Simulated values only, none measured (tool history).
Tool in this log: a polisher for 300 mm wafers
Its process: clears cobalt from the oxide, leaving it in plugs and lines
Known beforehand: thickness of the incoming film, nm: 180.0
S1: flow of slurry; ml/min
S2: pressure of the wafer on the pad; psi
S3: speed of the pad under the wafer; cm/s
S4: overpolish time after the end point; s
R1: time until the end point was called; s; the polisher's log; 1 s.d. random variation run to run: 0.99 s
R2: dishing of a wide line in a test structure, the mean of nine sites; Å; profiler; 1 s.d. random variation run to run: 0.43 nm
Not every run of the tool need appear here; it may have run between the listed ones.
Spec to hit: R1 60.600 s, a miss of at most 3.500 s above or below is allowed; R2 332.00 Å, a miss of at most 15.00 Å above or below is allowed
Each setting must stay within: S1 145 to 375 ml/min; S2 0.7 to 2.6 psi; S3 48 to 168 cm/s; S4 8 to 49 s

run  hour   S1   S2   S3  S4      R1      R2
  1   0.0  240  1.6  108  25  38.264  457.68
  2   2.5  240  1.8  108  25  33.918  485.76
  3   6.1  240  1.6  108  23  37.059  450.37
  4   9.6  240  1.5  106  22  42.634  420.71
  5  14.2  240  1.5  106  27  41.683  459.06
  6  21.5  275  1.5  106  27  40.695  459.64
  7  28.6  275  1.4  106  25  43.374  442.74
  8  31.7  275  1.4  106  25  44.462  430.15
  9  38.3  275  1.3  106  23  47.173  426.10
 10  44.3  270  1.3  104  20  46.731  378.95
 11  51.9  270  1.2  104  20  53.305  376.99
 12  54.9  270  1.2  104  19  52.790  355.92
 13  57.2  265  1.1  104  19  55.967  341.34
 14  58.8  260  1.1  104  19  54.925  338.00

Next run, 5 choices. One meets every target within its allowed miss, the rest don't. Which?
  A  60.4  265  1.0  106  24   ?   ?
  B  60.4  200  0.9  124  19   ?   ?
  C  60.4  315  0.8  112  28   ?   ?
  D  60.4  325  1.0   88  27   ?   ?
  E  60.4  240  1.1   96  24   ?   ?

move      R1      R2
   A  61.141  381.14
   B  59.497  339.32
   C  70.644  384.00
   D  72.040  372.87
   E  61.959  378.51
A: brings the last run's worst result on target, with another outside its allowed miss
B: all results land within tolerance of their targets
C: moves the result that the last run missed by most past its target, out the other side
D: moves the result that the last run missed by most past its target, out the other side
E: brings the last run's worst result on target, with another outside its allowed miss
Correct choice: B, which meets every target
